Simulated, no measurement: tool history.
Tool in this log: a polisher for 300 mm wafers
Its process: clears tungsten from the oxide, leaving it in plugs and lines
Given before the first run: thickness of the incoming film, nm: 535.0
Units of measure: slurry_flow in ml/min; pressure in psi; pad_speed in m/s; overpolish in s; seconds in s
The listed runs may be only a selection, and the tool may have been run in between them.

run    day  slurry_flow  pressure  pad_speed  slurry_solids  overpolish  seconds
  1  0.000          215       2.8       0.96            1.0           6   174.49
  2  0.167          220       3.0       0.96            1.0           6   163.75
  3  0.454          220       3.1       0.96            1.0           6   160.71
  4  0.638          245       3.1       0.96            1.0           6   159.51
  5  0.779          290       3.1       0.96            1.0           6   154.68
  6  0.854          290       2.8       0.96            1.0           6   173.20
  7  1.054          290       3.0       0.96            1.0           6   160.81
  8  1.104          290       3.1       0.96            1.0           6   157.21

Run 9 has not been measured yet. What should we expect?
  9  1.162          295       3.6       0.96            1.0           6        ?

seconds: 143.06 s

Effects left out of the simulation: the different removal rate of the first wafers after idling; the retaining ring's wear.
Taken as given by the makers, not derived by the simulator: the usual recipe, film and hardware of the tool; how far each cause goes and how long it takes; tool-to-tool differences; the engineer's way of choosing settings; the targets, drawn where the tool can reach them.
